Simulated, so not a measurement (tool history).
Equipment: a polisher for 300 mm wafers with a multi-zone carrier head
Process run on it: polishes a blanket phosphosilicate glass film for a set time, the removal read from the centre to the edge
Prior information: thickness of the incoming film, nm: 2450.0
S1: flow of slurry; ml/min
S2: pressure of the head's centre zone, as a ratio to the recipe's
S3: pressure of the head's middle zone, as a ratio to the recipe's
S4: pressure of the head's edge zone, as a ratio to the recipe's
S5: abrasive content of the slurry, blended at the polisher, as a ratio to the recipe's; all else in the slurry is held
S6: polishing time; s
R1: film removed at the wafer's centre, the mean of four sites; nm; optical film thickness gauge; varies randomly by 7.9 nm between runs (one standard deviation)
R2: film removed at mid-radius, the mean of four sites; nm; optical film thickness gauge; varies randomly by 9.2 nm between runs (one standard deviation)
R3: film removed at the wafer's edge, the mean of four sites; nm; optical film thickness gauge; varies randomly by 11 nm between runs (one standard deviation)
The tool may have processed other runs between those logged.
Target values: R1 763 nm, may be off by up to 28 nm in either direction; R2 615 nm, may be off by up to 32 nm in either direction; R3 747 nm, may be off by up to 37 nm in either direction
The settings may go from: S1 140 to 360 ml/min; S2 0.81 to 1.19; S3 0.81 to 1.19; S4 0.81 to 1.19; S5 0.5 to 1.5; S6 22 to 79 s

{"run": 1, "hour": 0.0, "S1": 230, "S2": 1, "S3": 1, "S4": 1, "S5": 1, "S6": 50, "R1": 479.98, "R2": 473.93, "R3": 490.14}
{"run": 2, "hour": 7.5, "S1": 230, "S2": 1.03, "S3": 0.97, "S4": 1.04, "S5": 1.15, "S6": 52, "R1": 542.72, "R2": 513.09, "R3": 545.37}
{"run": 3, "hour": 9.0, "S1": 230, "S2": 1.03, "S3": 0.89, "S4": 1.04, "S5": 1.15, "S6": 52, "R1": 550.95, "R2": 492.11, "R3": 547.96}
{"run": 4, "hour": 10.9, "S1": 230, "S2": 1.03, "S3": 0.81, "S4": 1.04, "S5": 1.15, "S6": 52, "R1": 552.11, "R2": 453.03, "R3": 550.08}
{"run": 5, "hour": 14.4, "S1": 230, "S2": 1.07, "S3": 0.81, "S4": 1.04, "S5": 1.15, "S6": 52, "R1": 569.7, "R2": 467.68, "R3": 546.47}
{"run": 6, "hour": 21.7, "S1": 235, "S2": 1.08, "S3": 0.81, "S4": 1.07, "S5": 1.25, "S6": 54, "R1": 614.99, "R2": 486.72, "R3": 593.52}
{"run": 7, "hour": 26.1, "S1": 235, "S2": 1.08, "S3": 0.81, "S4": 1.07, "S5": 1.25, "S6": 54, "R1": 619.76, "R2": 491.23, "R3": 590.96}
{"run": 8, "hour": 28.5, "S1": 235, "S2": 1.07, "S3": 0.82, "S4": 1.08, "S5": 1.35, "S6": 56, "R1": 654.91, "R2": 512.03, "R3": 643.37}

Next run, 4 choices. One meets every target within its allowed miss, the rest don't. Which?
{"run": "A", "hour": 30.9, "S1": 270, "S2": 1.07, "S3": 0.83, "S4": 1.11, "S5": 1.1, "S6": 69, "R1": "?", "R2": "?", "R3": "?"}
{"run": "B", "hour": 30.9, "S1": 235, "S2": 0.82, "S3": 0.93, "S4": 1.13, "S5": 1.15, "S6": 69, "R1": "?", "R2": "?", "R3": "?"}
{"run": "C", "hour": 30.9, "S1": 190, "S2": 1.03, "S3": 0.85, "S4": 1.07, "S5": 1.4, "S6": 47, "R1": "?", "R2": "?", "R3": "?"}
{"run": "D", "hour": 30.9, "S1": 270, "S2": 0.93, "S3": 0.87, "S4": 1.06, "S5": 1.2, "S6": 71, "R1": "?", "R2": "?", "R3": "?"}

move=A R1=765.07 R2=624.27 R3=718.77
move=B R1=585.51 R2=685.75 R3=728.27
move=C R1=522.38 R2=453.42 R3=507.76
move=D R1=705.58 R2=688.73 R3=745.43
A: each result inside its tolerance
B: moves away from the targets compared with the last run
C: moves away from the targets compared with the last run
D: closes in on the targets versus the last run, not all within tolerance yet
Answer: A

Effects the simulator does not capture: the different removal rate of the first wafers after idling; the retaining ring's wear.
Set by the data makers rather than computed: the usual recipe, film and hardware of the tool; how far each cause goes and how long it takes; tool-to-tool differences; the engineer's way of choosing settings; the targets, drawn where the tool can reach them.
